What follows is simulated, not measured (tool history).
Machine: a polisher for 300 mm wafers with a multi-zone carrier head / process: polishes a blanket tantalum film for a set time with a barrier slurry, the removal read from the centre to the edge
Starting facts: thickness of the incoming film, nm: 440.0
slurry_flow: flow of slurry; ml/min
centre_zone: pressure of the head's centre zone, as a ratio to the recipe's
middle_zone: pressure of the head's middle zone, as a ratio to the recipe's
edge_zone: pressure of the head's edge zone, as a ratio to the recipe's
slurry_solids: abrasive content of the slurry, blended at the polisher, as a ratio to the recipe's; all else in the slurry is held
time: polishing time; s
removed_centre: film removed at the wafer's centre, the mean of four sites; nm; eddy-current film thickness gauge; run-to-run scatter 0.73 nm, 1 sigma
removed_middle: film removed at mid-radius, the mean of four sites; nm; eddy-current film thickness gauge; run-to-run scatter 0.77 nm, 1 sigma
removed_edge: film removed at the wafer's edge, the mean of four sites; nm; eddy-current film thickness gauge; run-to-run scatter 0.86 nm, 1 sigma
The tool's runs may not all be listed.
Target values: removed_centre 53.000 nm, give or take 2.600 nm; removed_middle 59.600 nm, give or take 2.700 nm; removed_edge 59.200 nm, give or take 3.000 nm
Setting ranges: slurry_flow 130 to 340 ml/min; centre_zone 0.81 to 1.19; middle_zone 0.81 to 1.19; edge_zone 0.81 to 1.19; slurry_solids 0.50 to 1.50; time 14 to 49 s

| run | hour | slurry_flow | centre_zone | middle_zone | edge_zone | slurry_solids | time | removed_centre | removed_middle | removed_edge |
|---|---|---|---|---|---|---|---|---|---|---|
| 1 | 0.0 | 220 | 1.00 | 1.00 | 1.00 | 1.00 | 31 | 46.547 | 47.209 | 46.709 |
| 2 | 1.6 | 220 | 0.99 | 1.01 | 1.02 | 1.05 | 31 | 47.841 | 48.059 | 47.808 |
| 3 | 3.3 | 170 | 0.99 | 1.01 | 1.02 | 1.05 | 31 | 46.416 | 46.858 | 46.538 |
| 4 | 7.6 | 170 | 0.99 | 1.01 | 1.02 | 0.95 | 31 | 43.776 | 45.567 | 44.369 |
| 5 | 14.3 | 170 | 0.99 | 1.01 | 1.02 | 0.95 | 35 | 49.862 | 50.460 | 50.611 |
| 6 | 16.6 | 175 | 0.98 | 1.02 | 1.03 | 0.95 | 35 | 49.904 | 51.439 | 49.177 |
| 7 | 18.3 | 180 | 0.96 | 1.01 | 1.03 | 1.00 | 35 | 48.169 | 51.798 | 51.394 |
| 8 | 22.0 | 185 | 0.96 | 1.02 | 1.03 | 1.05 | 35 | 50.357 | 54.320 | 53.643 |
| 9 | 23.4 | 190 | 0.96 | 1.02 | 1.03 | 1.05 | 35 | 50.558 | 53.146 | 52.486 |
| 10 | 26.3 | 190 | 0.95 | 1.02 | 1.03 | 1.10 | 35 | 51.505 | 56.075 | 53.355 |
| 11 | 27.0 | 195 | 0.94 | 1.02 | 1.04 | 1.10 | 35 | 50.109 | 53.841 | 54.367 |
| 12 | 33.1 | 200 | 0.94 | 1.03 | 1.04 | 1.10 | 35 | 51.380 | 55.530 | 54.306 |
| 13 | 40.7 | 200 | 0.93 | 1.03 | 1.05 | 1.10 | 35 | 50.661 | 54.528 | 56.046 |
| 14 | 45.3 | 200 | 0.93 | 1.03 | 1.05 | 1.10 | 35 | 50.543 | 55.604 | 54.051 |

Consider the 5 candidate settings below. Which is the only one whose results all fall within their allowed miss of target?
| A | 49.9 | 140 | 0.85 | 0.86 | 1.05 | 1.45 | 35 | ? | ? | ? |
| B | 49.9 | 230 | 0.91 | 1.04 | 1.09 | 1.05 | 37 | ? | ? | ? |
| C | 49.9 | 240 | 0.95 | 1.08 | 1.13 | 1.05 | 31 | ? | ? | ? |
| D | 49.9 | 180 | 0.85 | 0.91 | 1.09 | 1.30 | 35 | ? | ? | ? |
| E | 49.9 | 210 | 1.04 | 1.14 | 1.02 | 1.10 | 30 | ? | ? | ? |

| move | removed_centre | removed_middle | removed_edge |
|---|---|---|---|
| A | 48.354 | 52.073 | 59.690 |
| B | 52.575 | 58.165 | 60.134 |
| C | 46.208 | 49.971 | 51.206 |
| D | 48.400 | 53.508 | 59.928 |
| E | 49.141 | 50.091 | 48.030 |
A: brings the last run's worst result on target, with another outside its allowed miss
B: all results land within tolerance of their targets
C: moves away from the targets compared with the last run
D: brings the last run's worst result on target, with another outside its allowed miss
E: moves away from the targets compared with the last run
Correct choice: B, which meets every target
